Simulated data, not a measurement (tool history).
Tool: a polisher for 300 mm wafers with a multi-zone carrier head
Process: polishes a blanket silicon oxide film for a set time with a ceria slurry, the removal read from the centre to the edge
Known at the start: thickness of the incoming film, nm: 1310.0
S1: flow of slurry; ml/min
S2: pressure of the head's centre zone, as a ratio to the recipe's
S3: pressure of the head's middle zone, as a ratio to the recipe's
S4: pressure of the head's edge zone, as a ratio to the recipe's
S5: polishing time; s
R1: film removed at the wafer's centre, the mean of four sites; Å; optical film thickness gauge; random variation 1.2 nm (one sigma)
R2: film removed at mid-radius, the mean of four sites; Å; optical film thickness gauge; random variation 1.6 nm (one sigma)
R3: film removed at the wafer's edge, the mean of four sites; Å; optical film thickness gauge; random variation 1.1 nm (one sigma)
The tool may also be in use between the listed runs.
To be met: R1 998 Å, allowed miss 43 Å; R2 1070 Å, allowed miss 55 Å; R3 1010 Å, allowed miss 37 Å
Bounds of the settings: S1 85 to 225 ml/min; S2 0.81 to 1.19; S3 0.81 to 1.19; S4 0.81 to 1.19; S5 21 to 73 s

{"run": 1, "day": 0.0, "S1": 145, "S2": 1, "S3": 1, "S4": 1, "S5": 47, "R1": 1454.5, "R2": 1451.4, "R3": 1500.1}
{"run": 2, "day": 0.321, "S1": 145, "S2": 1, "S3": 1, "S4": 0.98, "S5": 45, "R1": 1368, "R2": 1383.2, "R3": 1430.8}
{"run": 3, "day": 0.471, "S1": 145, "S2": 1, "S3": 1, "S4": 0.98, "S5": 53, "R1": 1628.8, "R2": 1591.2, "R3": 1685.5}
{"run": 4, "day": 0.533, "S1": 145, "S2": 1.08, "S3": 1, "S4": 0.98, "S5": 53, "R1": 1778.9, "R2": 1664.7, "R3": 1644.4}
{"run": 5, "day": 0.625, "S1": 145, "S2": 1.07, "S3": 1, "S4": 0.97, "S5": 50, "R1": 1620.6, "R2": 1503.2, "R3": 1557.7}
{"run": 6, "day": 0.688, "S1": 145, "S2": 1.07, "S3": 1, "S4": 1, "S5": 50, "R1": 1673.1, "R2": 1524.8, "R3": 1588.4}
{"run": 7, "day": 0.875, "S1": 145, "S2": 1.07, "S3": 1, "S4": 0.98, "S5": 48, "R1": 1548.9, "R2": 1466.3, "R3": 1473.3}
{"run": 8, "day": 0.975, "S1": 140, "S2": 1.07, "S3": 1, "S4": 0.96, "S5": 47, "R1": 1521.7, "R2": 1448.9, "R3": 1459.2}
{"run": 9, "day": 1.096, "S1": 140, "S2": 1.07, "S3": 1.01, "S4": 0.96, "S5": 45, "R1": 1483.9, "R2": 1345.5, "R3": 1393.6}
{"day": 1.2, "done": "edge zone pressure recalibrated"}
{"run": 10, "day": 1.2, "S1": 150, "S2": 1.05, "S3": 1.03, "S4": 0.95, "S5": 43, "R1": 1402.2, "R2": 1304.7, "R3": 1316}
{"run": 11, "day": 1.312, "S1": 150, "S2": 1.03, "S3": 1.05, "S4": 0.94, "S5": 42, "R1": 1339.8, "R2": 1339, "R3": 1274.9}
{"run": 12, "day": 1.667, "S1": 150, "S2": 1.02, "S3": 1.05, "S4": 0.93, "S5": 41, "R1": 1291.6, "R2": 1295.8, "R3": 1199.7}
{"run": 13, "day": 1.838, "S1": 150, "S2": 1.01, "S3": 1.04, "S4": 0.92, "S5": 40, "R1": 1230.5, "R2": 1265.8, "R3": 1221.7}
{"run": 14, "day": 1.904, "S1": 150, "S2": 1.01, "S3": 1.04, "S4": 0.91, "S5": 39, "R1": 1233.2, "R2": 1230.4, "R3": 1157.6}
{"run": 15, "day": 2.121, "S1": 145, "S2": 1, "S3": 1.04, "S4": 0.9, "S5": 39, "R1": 1206.4, "R2": 1190.3, "R3": 1141.7}
{"run": 16, "day": 2.354, "S1": 140, "S2": 0.99, "S3": 1.04, "S4": 0.89, "S5": 39, "R1": 1184.1, "R2": 1215.6, "R3": 1124.7}
{"run": 17, "day": 2.721, "S1": 140, "S2": 0.98, "S3": 1.03, "S4": 0.88, "S5": 39, "R1": 1171, "R2": 1179.1, "R3": 1113.9}
{"run": 18, "day": 2.938, "S1": 135, "S2": 0.97, "S3": 1.03, "S4": 0.87, "S5": 39, "R1": 1148.3, "R2": 1198.4, "R3": 1133.8}
{"run": 19, "day": 3.267, "S1": 135, "S2": 0.97, "S3": 1.03, "S4": 0.87, "S5": 39, "R1": 1132.7, "R2": 1177, "R3": 1119.5}
{"run": 20, "day": 3.417, "S1": 135, "S2": 0.97, "S3": 1.03, "S4": 0.86, "S5": 39, "R1": 1159.1, "R2": 1172.1, "R3": 1104}
{"run": 21, "day": 3.442, "S1": 135, "S2": 0.96, "S3": 1.03, "S4": 0.85, "S5": 39, "R1": 1114.9, "R2": 1201.9, "R3": 1106.2}
{"run": 22, "day": 3.629, "S1": 125, "S2": 0.95, "S3": 1.01, "S4": 0.83, "S5": 37, "R1": 1049.1, "R2": 1078.5, "R3": 1040.9}

5 next moves are on the table. One of them brings every result within its allowed miss. Which?
{"run": "A", "day": 3.817, "S1": 120, "S2": 1.06, "S3": 1.02, "S4": 0.81, "S5": 37, "R1": "?", "R2": "?", "R3": "?"}
{"run": "B", "day": 3.817, "S1": 110, "S2": 0.95, "S3": 1.04, "S4": 0.86, "S5": 37, "R1": "?", "R2": "?", "R3": "?"}
{"run": "C", "day": 3.817, "S1": 130, "S2": 0.99, "S3": 1.01, "S4": 0.81, "S5": 36, "R1": "?", "R2": "?", "R3": "?"}
{"run": "D", "day": 3.817, "S1": 105, "S2": 0.84, "S3": 0.92, "S4": 0.91, "S5": 40, "R1": "?", "R2": "?", "R3": "?"}
{"run": "E", "day": 3.817, "S1": 130, "S2": 1.03, "S3": 1.01, "S4": 0.81, "S5": 36, "R1": "?", "R2": "?", "R3": "?"}

move=A R1=1136.9 R2=1090.7 R3=1003.7
move=B R1=993.04 R2=1074.2 R3=1009.5
move=C R1=1059.3 R2=1078.9 R3=990.96
move=D R1=936.35 R2=1083 R3=1106.1
move=E R1=1101.1 R2=1078.6 R3=990.95
A: further off than the last run
B: meets every target
C: further off than the last run
D: takes the result that was furthest off past its target
E: further off than the last run
Answer: B
